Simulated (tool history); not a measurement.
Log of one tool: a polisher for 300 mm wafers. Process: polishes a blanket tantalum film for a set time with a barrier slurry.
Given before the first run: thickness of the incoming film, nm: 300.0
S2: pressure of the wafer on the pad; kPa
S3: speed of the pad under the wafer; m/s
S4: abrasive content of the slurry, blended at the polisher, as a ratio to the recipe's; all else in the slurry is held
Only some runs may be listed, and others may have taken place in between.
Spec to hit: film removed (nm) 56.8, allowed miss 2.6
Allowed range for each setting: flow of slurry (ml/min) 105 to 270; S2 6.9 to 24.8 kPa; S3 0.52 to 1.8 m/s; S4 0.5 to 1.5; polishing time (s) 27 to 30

{"run": 1, "day": 0.0, "flow of slurry (ml/min)": 175, "S2": 15.9, "S3": 1.16, "S4": 1, "polishing time (s)": 30, "film removed (nm)": 76.817}
{"run": 2, "day": 0.129, "flow of slurry (ml/min)": 175, "S2": 15.2, "S3": 1.16, "S4": 1, "polishing time (s)": 30, "film removed (nm)": 72.608}
{"run": 3, "day": 0.212, "flow of slurry (ml/min)": 175, "S2": 15.2, "S3": 1.28, "S4": 1, "polishing time (s)": 30, "film removed (nm)": 81.409}
{"run": 4, "day": 0.338, "flow of slurry (ml/min)": 175, "S2": 15.2, "S3": 1.28, "S4": 1, "polishing time (s)": 27, "film removed (nm)": 72.108}
{"run": 5, "day": 0.488, "flow of slurry (ml/min)": 175, "S2": 14.5, "S3": 1.28, "S4": 1, "polishing time (s)": 27, "film removed (nm)": 68.046}
{"run": 6, "day": 0.546, "flow of slurry (ml/min)": 175, "S2": 14.5, "S3": 1.28, "S4": 1.1, "polishing time (s)": 27, "film removed (nm)": 70.866}
{"run": 7, "day": 0.9, "flow of slurry (ml/min)": 175, "S2": 13.8, "S3": 1.28, "S4": 1.1, "polishing time (s)": 27, "film removed (nm)": 67.531}
{"run": 8, "day": 1.038, "flow of slurry (ml/min)": 175, "S2": 13.1, "S3": 1.28, "S4": 1.1, "polishing time (s)": 27, "film removed (nm)": 65.056}
{"run": 9, "day": 1.092, "flow of slurry (ml/min)": 175, "S2": 12.4, "S3": 1.28, "S4": 1.1, "polishing time (s)": 27, "film removed (nm)": 61.814}

Which one of the following 4 next-run settings gets every result inside its allowed miss? There is exactly one.
{"run": "A", "day": 1.146, "flow of slurry (ml/min)": 210, "S2": 11, "S3": 1.28, "S4": 1.2, "polishing time (s)": 27, "film removed (nm)": "?"}
{"run": "B", "day": 1.146, "flow of slurry (ml/min)": 170, "S2": 13.1, "S3": 1.36, "S4": 1.1, "polishing time (s)": 27, "film removed (nm)": "?"}
{"run": "C", "day": 1.146, "flow of slurry (ml/min)": 155, "S2": 11.7, "S3": 1.46, "S4": 0.95, "polishing time (s)": 30, "film removed (nm)": "?"}
{"run": "D", "day": 1.146, "flow of slurry (ml/min)": 160, "S2": 12.4, "S3": 1.44, "S4": 1, "polishing time (s)": 29, "film removed (nm)": "?"}

move=A film_removed_(nm)=58.086
move=B film_removed_(nm)=68.582
move=C film_removed_(nm)=68.669
move=D film_removed_(nm)=70.885
A: each result inside its tolerance
B: misses by more than the last run did
C: misses by more than the last run did
D: misses by more than the last run did
Answer: A
